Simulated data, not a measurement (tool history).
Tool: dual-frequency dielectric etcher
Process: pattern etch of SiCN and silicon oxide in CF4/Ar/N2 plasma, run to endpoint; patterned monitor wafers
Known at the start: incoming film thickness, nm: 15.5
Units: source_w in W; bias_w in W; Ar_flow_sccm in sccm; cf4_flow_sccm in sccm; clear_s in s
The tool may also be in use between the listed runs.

Run 1, day 0: source_w 310 W, bias_w 82 W, Ar_flow_sccm 112 sccm, cf4_flow_sccm 60 sccm. Result: clear_s 24.66 s.
Run 2, day 0.088: source_w 310 W, bias_w 82 W, Ar_flow_sccm 123 sccm, cf4_flow_sccm 60 sccm. Result: clear_s 25.097 s.
Run 3, day 0.388: source_w 340 W, bias_w 82 W, Ar_flow_sccm 123 sccm, cf4_flow_sccm 60 sccm. Result: clear_s 23.347 s.
Run 4, day 0.604: source_w 340 W, bias_w 82 W, Ar_flow_sccm 123 sccm, cf4_flow_sccm 68 sccm. Result: clear_s 23.058 s.
Run 5, day 0.929: source_w 340 W, bias_w 82 W, Ar_flow_sccm 107 sccm, cf4_flow_sccm 68 sccm. Result: clear_s 22.222 s.
Run 6, day 1.267: source_w 340 W, bias_w 82 W, Ar_flow_sccm 107 sccm, cf4_flow_sccm 73 sccm. Result: clear_s 22.221 s.

Forecast run 7:
Run 7, day 1.496: source_w 280 W, bias_w 81 W, Ar_flow_sccm 107 sccm, cf4_flow_sccm 73 sccm. Result: clear_s ?.

Run 7 gave clear_s 26.23 s.

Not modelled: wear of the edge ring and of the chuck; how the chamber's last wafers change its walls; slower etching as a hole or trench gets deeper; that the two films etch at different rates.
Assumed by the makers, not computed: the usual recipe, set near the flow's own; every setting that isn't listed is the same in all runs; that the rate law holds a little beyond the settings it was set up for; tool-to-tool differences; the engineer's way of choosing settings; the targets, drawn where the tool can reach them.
